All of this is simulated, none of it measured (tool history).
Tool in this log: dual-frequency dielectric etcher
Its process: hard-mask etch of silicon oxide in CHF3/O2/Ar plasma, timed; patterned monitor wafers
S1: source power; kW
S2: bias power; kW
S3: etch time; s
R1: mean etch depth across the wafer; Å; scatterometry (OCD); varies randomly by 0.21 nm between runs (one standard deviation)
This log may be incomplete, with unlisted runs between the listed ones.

run 1 hour=0.0 | S1=0.640 S2=0.163 S3=19.5 | R1=382.18
run 2 hour=8.4 | S1=0.610 S2=0.160 S3=19.5 | R1=373.47
run 3 hour=14.9 | S1=0.610 S2=0.160 S3=19.5 | R1=370.74
run 4 hour=21.5 | S1=0.720 S2=0.160 S3=19.5 | R1=388.25
run 5 hour=27.2 | S1=0.680 S2=0.154 S3=19.5 | R1=379.63
run 6 hour=29.4 | S1=0.680 S2=0.154 S3=20.0 | R1=386.79

Run 7 is up next; what results do you expect?
run 7 hour=32.8 | S1=0.640 S2=0.150 S3=20.0 | R1=?

{"run 7": {"R1": 377.71}}

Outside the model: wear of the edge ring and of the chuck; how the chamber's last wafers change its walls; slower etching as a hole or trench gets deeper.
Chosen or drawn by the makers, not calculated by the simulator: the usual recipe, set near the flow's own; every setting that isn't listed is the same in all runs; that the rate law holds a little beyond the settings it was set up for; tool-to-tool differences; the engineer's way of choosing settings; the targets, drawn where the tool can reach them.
